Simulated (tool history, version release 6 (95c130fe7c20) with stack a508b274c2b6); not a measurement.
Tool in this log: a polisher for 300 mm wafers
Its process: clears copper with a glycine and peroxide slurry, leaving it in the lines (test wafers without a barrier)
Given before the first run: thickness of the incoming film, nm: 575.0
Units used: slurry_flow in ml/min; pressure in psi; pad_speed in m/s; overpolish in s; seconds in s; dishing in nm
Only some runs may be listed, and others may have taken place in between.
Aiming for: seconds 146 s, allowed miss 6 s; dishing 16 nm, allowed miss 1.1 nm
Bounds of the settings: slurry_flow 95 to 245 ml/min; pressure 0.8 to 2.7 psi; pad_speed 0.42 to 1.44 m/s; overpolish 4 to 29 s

{"run": 1, "hour": 0.0, "slurry_flow": 155, "pressure": 1.7, "pad_speed": 0.92, "overpolish": 15, "seconds": 128.82, "dishing": 39.877}
{"run": 2, "hour": 4.8, "slurry_flow": 140, "pressure": 1.5, "pad_speed": 0.98, "overpolish": 12, "seconds": 135.83, "dishing": 30.895}
{"run": 3, "hour": 8.2, "slurry_flow": 140, "pressure": 1.8, "pad_speed": 0.98, "overpolish": 12, "seconds": 116.99, "dishing": 34.844}
{"run": 4, "hour": 13.6, "slurry_flow": 140, "pressure": 1.8, "pad_speed": 0.98, "overpolish": 8, "seconds": 120.07, "dishing": 25.304}
{"run": 5, "hour": 16.8, "slurry_flow": 140, "pressure": 1.8, "pad_speed": 1.1, "overpolish": 8, "seconds": 110.85, "dishing": 26.467}
{"run": 6, "hour": 18.3, "slurry_flow": 135, "pressure": 1.6, "pad_speed": 1.12, "overpolish": 7, "seconds": 118.94, "dishing": 22.541}
{"run": 7, "hour": 23.8, "slurry_flow": 135, "pressure": 1.5, "pad_speed": 1.12, "overpolish": 6, "seconds": 127.07, "dishing": 18.558}
{"run": 8, "hour": 31.3, "slurry_flow": 135, "pressure": 1.4, "pad_speed": 1.12, "overpolish": 6, "seconds": 130.17, "dishing": 17.889}
{"run": 9, "hour": 37.2, "slurry_flow": 135, "pressure": 1.3, "pad_speed": 1.12, "overpolish": 6, "seconds": 133.65, "dishing": 16.881}

Which of these 4 next moves meets every target?
{"run": "A", "hour": 43.1, "slurry_flow": 135, "pressure": 1.6, "pad_speed": 0.74, "overpolish": 7, "seconds": "?", "dishing": "?"}
{"run": "B", "hour": 43.1, "slurry_flow": 140, "pressure": 1.4, "pad_speed": 1.14, "overpolish": 6, "seconds": "?", "dishing": "?"}
{"run": "C", "hour": 43.1, "slurry_flow": 165, "pressure": 1.8, "pad_speed": 0.72, "overpolish": 6, "seconds": "?", "dishing": "?"}
{"run": "D", "hour": 43.1, "slurry_flow": 125, "pressure": 1.4, "pad_speed": 1.1, "overpolish": 6, "seconds": "?", "dishing": "?"}

move=A seconds=155.98 dishing=16.979
move=B seconds=124.11 dishing=17.981
move=C seconds=143.38 dishing=15.93
move=D seconds=129.63 dishing=17.304
A: moves the result that the last run missed by most past its target, out the other side
B: its largest miss is bigger than the last run's
C: every result lands within tolerance
D: its largest miss is bigger than the last run's
Correct choice: C, which meets every target
